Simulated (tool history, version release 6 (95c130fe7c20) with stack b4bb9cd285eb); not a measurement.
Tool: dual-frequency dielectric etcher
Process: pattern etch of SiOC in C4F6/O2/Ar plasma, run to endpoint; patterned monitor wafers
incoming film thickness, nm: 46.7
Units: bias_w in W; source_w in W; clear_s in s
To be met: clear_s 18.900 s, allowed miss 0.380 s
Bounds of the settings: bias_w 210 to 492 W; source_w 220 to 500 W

| run | hour | bias_w | source_w | clear_s |
|---|---|---|---|---|
| 1 | 0.0 | 351 | 360 | 16.476 |
| 2 | 5.2 | 310 | 360 | 17.077 |
| 3 | 12.9 | 294 | 350 | 17.714 |
| 4 | 21.5 | 315 | 350 | 17.214 |
| 5 | 24.7 | 315 | 380 | 16.868 |
| 6 | 31.8 | 357 | 380 | 15.935 |
| 7 | 36.7 | 331 | 370 | 16.714 |
| 8 | 39.2 | 312 | 370 | 16.967 |
| 9 | 47.7 | 295 | 370 | 17.227 |
| 10 | 55.8 | 281 | 370 | 17.609 |
| 11 | 60.0 | 281 | 370 | 17.570 |

Which of these 5 next moves meets every target?
| A | 64.2 | 217 | 390 | ? |
| B | 64.2 | 326 | 360 | ? |
| C | 64.2 | 319 | 440 | ? |
| D | 64.2 | 210 | 350 | ? |
| E | 64.2 | 313 | 430 | ? |

| move | clear_s |
|---|---|
| A | 18.732 |
| B | 16.879 |
| C | 15.711 |
| D | 19.777 |
| E | 15.958 |
A: meets every target
B: further off than the last run
C: further off than the last run
D: takes the result that was furthest off past its target
E: further off than the last run
The right move is A.
